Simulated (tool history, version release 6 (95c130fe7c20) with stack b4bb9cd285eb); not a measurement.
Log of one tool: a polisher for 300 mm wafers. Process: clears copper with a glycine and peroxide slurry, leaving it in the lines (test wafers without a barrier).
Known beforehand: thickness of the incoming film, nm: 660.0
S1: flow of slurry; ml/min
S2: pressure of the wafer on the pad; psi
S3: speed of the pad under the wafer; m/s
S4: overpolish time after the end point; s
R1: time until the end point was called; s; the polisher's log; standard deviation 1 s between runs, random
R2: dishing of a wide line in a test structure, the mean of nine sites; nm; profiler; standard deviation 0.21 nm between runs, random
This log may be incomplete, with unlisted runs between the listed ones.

run 1 hour=0 | S1=170 S2=3.2 S3=1.08 S4=9 | R1=122.53 R2=23.441
run 2 hour=8.5 | S1=160 S2=3.3 S3=1.1 S4=7 | R1=118.41 R2=21.238
run 3 hour=14.3 | S1=190 S2=3.2 S3=1.14 S4=6 | R1=114.07 R2=19.55
run 4 hour=20 | S1=210 S2=3.2 S3=1.16 S4=5 | R1=111.51 R2=17.167
run 5 hour=28.1 | S1=220 S2=3.3 S3=1.16 S4=5 | R1=109.69 R2=17.723
run 6 hour=32.1 | S1=220 S2=3.3 S3=1.16 S4=3 | R1=109.14 R2=11.696

Run 7 has not been measured yet. What should we expect?
run 7 hour=33.1 | S1=220 S2=3.3 S3=1.18 S4=3 | R1=? R2=?

Run 7 yielded R1 108.18 s, R2 12.184 nm.
